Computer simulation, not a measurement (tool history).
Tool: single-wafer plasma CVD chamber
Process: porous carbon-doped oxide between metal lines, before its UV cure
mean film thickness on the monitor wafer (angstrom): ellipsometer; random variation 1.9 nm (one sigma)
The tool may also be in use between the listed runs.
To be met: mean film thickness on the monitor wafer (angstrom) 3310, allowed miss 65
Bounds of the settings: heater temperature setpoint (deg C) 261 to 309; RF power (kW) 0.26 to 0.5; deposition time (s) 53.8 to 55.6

run,hour,heater temperature setpoint (deg C),RF power (kW),deposition time (s),mean film thickness on the monitor wafer (angstrom)
1,0,285,0.38,53.8,2566.2
2,8.2,291,0.38,53.8,2445.3
3,10.8,283,0.38,53.8,2557.8
4,14.5,283,0.38,55.6,2683.1
5,22.4,283,0.38,53.8,2577.5
# hour 28.6: RF generator calibrated
6,28.6,276,0.38,53.8,2761
7,35,273,0.385,53.8,2828.9
8,37.1,271,0.39,53.8,2868.6
9,45.4,269,0.4,53.9,2936
10,48.1,267,0.41,54,3087
11,55.4,266,0.415,54,3110.7
12,58.5,265,0.42,54,3178.3
13,62.7,264,0.42,54,3175.3
14,69.3,263,0.425,54,3234.9

Which of these 5 next moves meets every target?
A,75.9,261,0.435,53.8,?
B,75.9,269,0.42,53.8,?
C,75.9,267,0.43,53.8,?
D,75.9,268,0.415,54.5,?
E,75.9,263,0.415,53.8,?

move,mean film thickness on the monitor wafer (angstrom)
A,3308.7
B,3075.5
C,3166.3
D,3105.1
E,3157.4
A: meets every target
B: further off than the last run
C: further off than the last run
D: further off than the last run
E: further off than the last run
Answer: A
